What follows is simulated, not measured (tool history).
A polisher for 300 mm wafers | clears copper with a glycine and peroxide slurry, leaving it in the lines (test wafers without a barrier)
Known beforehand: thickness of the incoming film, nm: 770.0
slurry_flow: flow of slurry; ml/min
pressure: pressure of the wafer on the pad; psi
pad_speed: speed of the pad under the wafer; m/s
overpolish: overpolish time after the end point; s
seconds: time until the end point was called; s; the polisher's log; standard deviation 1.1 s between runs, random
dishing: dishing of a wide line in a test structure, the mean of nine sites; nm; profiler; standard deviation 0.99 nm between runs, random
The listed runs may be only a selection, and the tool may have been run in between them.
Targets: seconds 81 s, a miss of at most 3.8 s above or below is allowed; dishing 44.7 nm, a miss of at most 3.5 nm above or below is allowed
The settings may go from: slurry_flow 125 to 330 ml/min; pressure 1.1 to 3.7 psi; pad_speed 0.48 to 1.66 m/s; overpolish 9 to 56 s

Run 1, day 0: slurry_flow 210 ml/min, pressure 2.4 psi, pad_speed 1.06 m/s, overpolish 29 s. Result: seconds 131.62 s, dishing 44.95 nm.
Run 2, day 0.096: slurry_flow 210 ml/min, pressure 2.4 psi, pad_speed 1.06 m/s, overpolish 20 s. Result: seconds 131.93 s, dishing 40.801 nm.
Run 3, day 0.35: slurry_flow 210 ml/min, pressure 2.6 psi, pad_speed 1.08 m/s, overpolish 21 s. Result: seconds 121.8 s, dishing 42.17 nm.
Run 4, day 0.579: slurry_flow 210 ml/min, pressure 2.6 psi, pad_speed 1.08 m/s, overpolish 10 s. Result: seconds 119.81 s, dishing 32.408 nm.
Run 5, day 0.729: slurry_flow 210 ml/min, pressure 2.7 psi, pad_speed 1.08 m/s, overpolish 12 s. Result: seconds 114.62 s, dishing 36.202 nm.
Run 6, day 1.038: slurry_flow 210 ml/min, pressure 2.7 psi, pad_speed 1.2 m/s, overpolish 12 s. Result: seconds 110.96 s, dishing 36.329 nm.
Run 7, day 1.254: slurry_flow 210 ml/min, pressure 2.8 psi, pad_speed 1.22 m/s, overpolish 13 s. Result: seconds 104.71 s, dishing 38.753 nm.
Run 8, day 1.321: slurry_flow 210 ml/min, pressure 2.9 psi, pad_speed 1.22 m/s, overpolish 13 s. Result: seconds 102.39 s, dishing 37.78 nm.
Run 9, day 1.55: slurry_flow 210 ml/min, pressure 3 psi, pad_speed 1.22 m/s, overpolish 14 s. Result: seconds 99.109 s, dishing 38.216 nm.
Run 10, day 1.717: slurry_flow 210 ml/min, pressure 3.1 psi, pad_speed 1.24 m/s, overpolish 15 s. Result: seconds 94.052 s, dishing 38.455 nm.
Run 11, day 2.008: slurry_flow 210 ml/min, pressure 3.1 psi, pad_speed 1.26 m/s, overpolish 16 s. Result: seconds 95.192 s, dishing 42.097 nm.
Run 12, day 2.108: slurry_flow 210 ml/min, pressure 3.2 psi, pad_speed 1.26 m/s, overpolish 16 s. Result: seconds 92.961 s, dishing 42.476 nm.
Run 13, day 2.267: slurry_flow 210 ml/min, pressure 3.3 psi, pad_speed 1.26 m/s, overpolish 16 s. Result: seconds 88.721 s, dishing 41.791 nm.

4 next moves are on the table. One of them brings every result within its allowed miss. Which?
Run A, day 2.425: slurry_flow 165 ml/min, pressure 3.7 psi, pad_speed 1.3 m/s, overpolish 19 s. Result: seconds ?, dishing ?.
Run B, day 2.425: slurry_flow 245 ml/min, pressure 3.5 psi, pad_speed 1.16 m/s, overpolish 22 s. Result: seconds ?, dishing ?.
Run C, day 2.425: slurry_flow 210 ml/min, pressure 3.4 psi, pad_speed 1.22 m/s, overpolish 9 s. Result: seconds ?, dishing ?.
Run D, day 2.425: slurry_flow 225 ml/min, pressure 3.7 psi, pad_speed 1.48 m/s, overpolish 33 s. Result: seconds ?, dishing ?.

move  seconds  dishing
   A   82.376   43.356
   B   89.242   44.129
   C   89.545   34.427
   D   71.358   44.507
A: meets every target
B: further off than the last run
C: further off than the last run
D: carries the result that was furthest off beyond its target, to the other side
A meets every target.
